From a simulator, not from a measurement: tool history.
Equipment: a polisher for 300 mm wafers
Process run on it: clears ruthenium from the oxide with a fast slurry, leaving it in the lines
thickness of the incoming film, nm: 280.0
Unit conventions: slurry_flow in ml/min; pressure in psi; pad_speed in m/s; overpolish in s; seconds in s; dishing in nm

run,hour,slurry_flow,pressure,pad_speed,slurry_solids,overpolish,seconds,dishing
1,0,130,2.8,0.9,1,11,83.721,20.212
2,1.4,130,2.8,0.9,1.1,11,78.792,20.508
3,8.8,130,2.8,1.04,1.1,11,68.545,22.502
4,11.9,130,2.4,1.02,1.1,11,79.889,21.2
5,14.3,130,2.1,0.98,1.1,10,89.762,17.865
6,23.1,130,2.7,0.98,1.1,10,74.708,20.377

Predict the results of run 7:
7,32.1,130,2.3,0.96,1.1,10,?,?

{"run 7": {"seconds": 88.227, "dishing": 18.604}}

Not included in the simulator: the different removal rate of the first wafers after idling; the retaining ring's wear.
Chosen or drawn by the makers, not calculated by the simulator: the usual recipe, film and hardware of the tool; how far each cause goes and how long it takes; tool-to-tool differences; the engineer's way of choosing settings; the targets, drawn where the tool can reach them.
